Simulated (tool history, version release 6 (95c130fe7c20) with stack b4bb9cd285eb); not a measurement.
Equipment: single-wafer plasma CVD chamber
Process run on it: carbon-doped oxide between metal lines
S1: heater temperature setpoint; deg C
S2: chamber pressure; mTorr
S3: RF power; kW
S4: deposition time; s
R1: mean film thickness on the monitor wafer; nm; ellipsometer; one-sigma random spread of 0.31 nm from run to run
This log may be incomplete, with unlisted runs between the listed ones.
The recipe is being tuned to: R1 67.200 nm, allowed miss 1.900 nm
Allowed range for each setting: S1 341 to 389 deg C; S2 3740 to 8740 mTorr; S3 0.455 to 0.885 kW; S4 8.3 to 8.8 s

run  hour   S1    S2     S3   S4      R1
  1   0.0  365  6240  0.670  8.8  56.797
  2   8.4  370  6240  0.670  8.8  56.936
  3  11.6  370  6370  0.730  8.8  59.928
  4  19.4  375  6370  0.730  8.8  59.356
  5  20.0  375  6980  0.730  8.8  60.021
  6  21.0  374  7090  0.770  8.8  62.541
  7  29.1  373  7190  0.795  8.8  64.309
  8  30.0  373  7260  0.810  8.8  65.220

Which one of the following 4 next-run settings gets every result inside its allowed miss? There is exactly one.
  A  30.9  341  7560  0.710  8.4   ?
  B  30.9  371  6910  0.830  8.3   ?
  C  30.9  361  8740  0.885  8.3   ?
  D  30.9  378  6180  0.835  8.3   ?

move      R1
   A  60.650
   B  61.960
   C  67.044
   D  60.801
A: moves away from the targets compared with the last run
B: moves away from the targets compared with the last run
C: every result within its allowed miss
D: moves away from the targets compared with the last run
The move that meets every target is C.
